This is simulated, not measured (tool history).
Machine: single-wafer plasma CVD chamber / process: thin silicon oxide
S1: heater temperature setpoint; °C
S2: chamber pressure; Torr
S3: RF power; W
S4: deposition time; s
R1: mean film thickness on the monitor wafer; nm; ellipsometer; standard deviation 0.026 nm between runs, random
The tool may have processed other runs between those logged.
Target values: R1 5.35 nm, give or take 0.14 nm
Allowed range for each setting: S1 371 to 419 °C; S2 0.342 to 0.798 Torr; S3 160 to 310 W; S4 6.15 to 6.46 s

| run | hour | S1 | S2 | S3 | S4 | R1 |
|---|---|---|---|---|---|---|
| 1 | 0 | 395 | 0.57 | 235 | 6.46 | 6.4757 |
| 2 | 1.7 | 395 | 0.57 | 235 | 6.46 | 6.456 |
| 3 | 5.5 | 395 | 0.57 | 235 | 6.46 | 6.4158 |
| 4 | 8.7 | 395 | 0.611 | 235 | 6.46 | 6.917 |
| 5 | 13 | 395 | 0.611 | 235 | 6.15 | 6.6074 |
| 6 | 16.4 | 395 | 0.611 | 260 | 6.15 | 6.9687 |
| 7 | 24.6 | 395 | 0.593 | 260 | 6.15 | 6.7352 |
| 8 | 26.2 | 395 | 0.578 | 260 | 6.15 | 6.6291 |

Of the 5 settings listed for the next run, only one would bring every result within its allowed miss of target. Which one?
| A | 27.8 | 390 | 0.432 | 255 | 6.15 | ? |
| B | 27.8 | 398 | 0.772 | 260 | 6.46 | ? |
| C | 27.8 | 395 | 0.635 | 280 | 6.23 | ? |
| D | 27.8 | 397 | 0.492 | 240 | 6.15 | ? |
| E | 27.8 | 389 | 0.692 | 285 | 6.46 | ? |

| move | R1 |
|---|---|
| A | 4.9217 |
| B | 9.0752 |
| C | 7.5625 |
| D | 5.3883 |
| E | 8.626 |
A: takes the result that was furthest off past its target
B: moves away from the targets compared with the last run
C: moves away from the targets compared with the last run
D: meets every target
E: moves away from the targets compared with the last run
Move D is the one to make.
